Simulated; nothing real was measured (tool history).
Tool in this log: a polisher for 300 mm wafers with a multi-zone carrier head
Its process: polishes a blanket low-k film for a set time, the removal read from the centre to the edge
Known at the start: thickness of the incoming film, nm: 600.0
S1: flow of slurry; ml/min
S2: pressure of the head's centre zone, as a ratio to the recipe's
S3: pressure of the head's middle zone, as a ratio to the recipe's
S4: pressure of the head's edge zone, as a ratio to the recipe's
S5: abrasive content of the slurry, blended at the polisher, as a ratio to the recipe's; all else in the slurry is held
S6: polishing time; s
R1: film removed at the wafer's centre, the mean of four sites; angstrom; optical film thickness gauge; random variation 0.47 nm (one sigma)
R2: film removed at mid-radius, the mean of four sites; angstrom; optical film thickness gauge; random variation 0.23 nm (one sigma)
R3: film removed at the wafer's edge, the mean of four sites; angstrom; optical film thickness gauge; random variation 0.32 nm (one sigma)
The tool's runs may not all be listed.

Run 1, day 0.000: S1 255 ml/min, S2 1.00, S3 1.00, S4 1.00, S5 1.00, S6 66 s. Result: R1 299.43 angstrom, R2 317.73 angstrom, R3 306.23 angstrom.
Run 2, day 0.221: S1 255 ml/min, S2 1.00, S3 1.00, S4 1.00, S5 1.00, S6 60 s. Result: R1 277.07 angstrom, R2 287.52 angstrom, R3 284.84 angstrom.
Run 3, day 0.358: S1 205 ml/min, S2 1.00, S3 1.00, S4 1.00, S5 1.00, S6 60 s. Result: R1 264.54 angstrom, R2 281.02 angstrom, R3 275.45 angstrom.
Run 4, day 0.608: S1 230 ml/min, S2 0.99, S3 0.98, S4 1.05, S5 1.10, S6 60 s. Result: R1 288.93 angstrom, R2 295.64 angstrom, R3 307.48 angstrom.
Run 5, day 0.721: S1 250 ml/min, S2 0.97, S3 0.98, S4 1.08, S5 1.15, S6 60 s. Result: R1 291.55 angstrom, R2 309.81 angstrom, R3 319.69 angstrom.
Run 6, day 1.012: S1 255 ml/min, S2 0.96, S3 0.96, S4 1.11, S5 1.20, S6 60 s. Result: R1 292.98 angstrom, R2 313.15 angstrom, R3 330.49 angstrom.
Run 7, day 1.300: S1 250 ml/min, S2 0.96, S3 0.94, S4 1.13, S5 1.25, S6 60 s. Result: R1 299.78 angstrom, R2 312.90 angstrom, R3 341.09 angstrom.
Run 8, day 1.621: S1 250 ml/min, S2 0.95, S3 0.93, S4 1.14, S5 1.30, S6 60 s. Result: R1 311.65 angstrom, R2 317.52 angstrom, R3 344.04 angstrom.

What will run 9 give?
Run 9, day 1.771: S1 255 ml/min, S2 0.92, S3 0.90, S4 1.15, S5 1.35, S6 61 s. Result: R1 ?, R2 ?, R3 ?.

For run 9 the tool returned R1 303.08 angstrom, R2 318.38 angstrom, R3 365.75 angstrom.

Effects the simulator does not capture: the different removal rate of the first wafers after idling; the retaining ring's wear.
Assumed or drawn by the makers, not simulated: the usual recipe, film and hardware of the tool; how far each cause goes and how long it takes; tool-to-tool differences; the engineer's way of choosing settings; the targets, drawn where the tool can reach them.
